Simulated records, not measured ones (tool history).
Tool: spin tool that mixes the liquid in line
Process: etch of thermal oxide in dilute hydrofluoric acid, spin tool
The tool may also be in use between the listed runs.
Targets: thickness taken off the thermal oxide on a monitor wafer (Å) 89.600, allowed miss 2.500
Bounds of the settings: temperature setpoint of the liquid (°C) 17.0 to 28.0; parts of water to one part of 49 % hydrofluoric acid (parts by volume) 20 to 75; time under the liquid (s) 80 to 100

| run | hour | temperature setpoint of the liquid (°C) | parts of water to one part of 49 % hydrofluoric acid (parts by volume) | time under the liquid (s) | thickness taken off the thermal oxide on a monitor wafer (Å) |
|---|---|---|---|---|---|
| 1 | 0.0 | 20.0 | 45 | 100 | 109.930 |
| 2 | 2.5 | 23.0 | 45 | 100 | 123.580 |
| 3 | 6.0 | 23.0 | 45 | 80 | 99.532 |
| 4 | 14.6 | 22.0 | 45 | 80 | 96.528 |
| 5 | 19.7 | 22.0 | 60 | 80 | 70.927 |
| 6 | 22.2 | 23.0 | 60 | 80 | 73.677 |
| 7 | 26.7 | 24.0 | 60 | 80 | 76.417 |
| 8 | 28.2 | 25.0 | 60 | 80 | 79.804 |
| 9 | 33.1 | 25.5 | 60 | 80 | 81.025 |

Which of these 4 next moves meets every target?
| A | 38.0 | 25.5 | 65 | 90 | ? |
| B | 38.0 | 26.5 | 75 | 85 | ? |
| C | 38.0 | 24.5 | 65 | 95 | ? |
| D | 38.0 | 25.5 | 65 | 95 | ? |

| move | thickness taken off the thermal oxide on a monitor wafer (Å) |
|---|---|
| A | 83.888 |
| B | 70.495 |
| C | 85.048 |
| D | 88.548 |
A: nearer than the last run, and not there yet
B: further off than the last run
C: nearer than the last run, and not there yet
D: meets every target
Answer: D
